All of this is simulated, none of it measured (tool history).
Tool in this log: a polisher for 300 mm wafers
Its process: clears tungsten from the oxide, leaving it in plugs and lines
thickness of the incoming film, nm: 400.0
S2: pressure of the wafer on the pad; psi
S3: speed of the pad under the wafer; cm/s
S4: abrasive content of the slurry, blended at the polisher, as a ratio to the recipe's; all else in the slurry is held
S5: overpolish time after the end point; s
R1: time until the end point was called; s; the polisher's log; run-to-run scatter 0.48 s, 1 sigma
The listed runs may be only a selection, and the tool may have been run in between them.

{"run": 1, "hour": 0.0, "flow of slurry (ml/min)": 135, "S2": 4.1, "S3": 106, "S4": 1, "S5": 38, "R1": 79.503}
{"run": 2, "hour": 8.4, "flow of slurry (ml/min)": 150, "S2": 4.1, "S3": 106, "S4": 1, "S5": 38, "R1": 76.894}
{"run": 3, "hour": 10.0, "flow of slurry (ml/min)": 150, "S2": 4.1, "S3": 82, "S4": 1, "S5": 38, "R1": 99.204}
{"run": 4, "hour": 10.9, "flow of slurry (ml/min)": 150, "S2": 4.4, "S3": 86, "S4": 1, "S5": 38, "R1": 91.249}
{"run": 5, "hour": 17.1, "flow of slurry (ml/min)": 120, "S2": 4.4, "S3": 86, "S4": 1, "S5": 38, "R1": 95.965}
{"run": 6, "hour": 21.3, "flow of slurry (ml/min)": 120, "S2": 4.4, "S3": 98, "S4": 1, "S5": 38, "R1": 83.643}

Forecast run 7:
{"run": 7, "hour": 29.6, "flow of slurry (ml/min)": 125, "S2": 4.7, "S3": 102, "S4": 1, "S5": 38, "R1": "?"}

R1: 76.119 s
